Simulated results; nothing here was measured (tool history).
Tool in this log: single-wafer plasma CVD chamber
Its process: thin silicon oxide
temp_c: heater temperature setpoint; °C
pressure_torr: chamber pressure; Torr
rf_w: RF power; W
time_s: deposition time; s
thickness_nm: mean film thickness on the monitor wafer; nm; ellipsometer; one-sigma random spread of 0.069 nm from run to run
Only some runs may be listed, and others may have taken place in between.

run 1 hour=0.0 | temp_c=415 pressure_torr=0.904 rf_w=330 time_s=5.59 | thickness_nm=11.449
run 2 hour=6.2 | temp_c=415 pressure_torr=0.922 rf_w=330 time_s=5.59 | thickness_nm=11.589
run 3 hour=11.2 | temp_c=415 pressure_torr=0.782 rf_w=330 time_s=5.59 | thickness_nm=10.359
run 4 hour=19.1 | temp_c=415 pressure_torr=0.909 rf_w=330 time_s=5.59 | thickness_nm=11.404
run 5 hour=23.3 | temp_c=415 pressure_torr=1.051 rf_w=330 time_s=5.59 | thickness_nm=12.570
run 6 hour=28.7 | temp_c=423 pressure_torr=1.051 rf_w=330 time_s=5.59 | thickness_nm=12.327
run 7 hour=37.5 | temp_c=422 pressure_torr=1.061 rf_w=330 time_s=5.59 | thickness_nm=12.470

Predict the results of run 8:
run 8 hour=39.3 | temp_c=421 pressure_torr=1.070 rf_w=330 time_s=5.59 | thickness_nm=?

{"run 8": {"thickness_nm": 12.597}}

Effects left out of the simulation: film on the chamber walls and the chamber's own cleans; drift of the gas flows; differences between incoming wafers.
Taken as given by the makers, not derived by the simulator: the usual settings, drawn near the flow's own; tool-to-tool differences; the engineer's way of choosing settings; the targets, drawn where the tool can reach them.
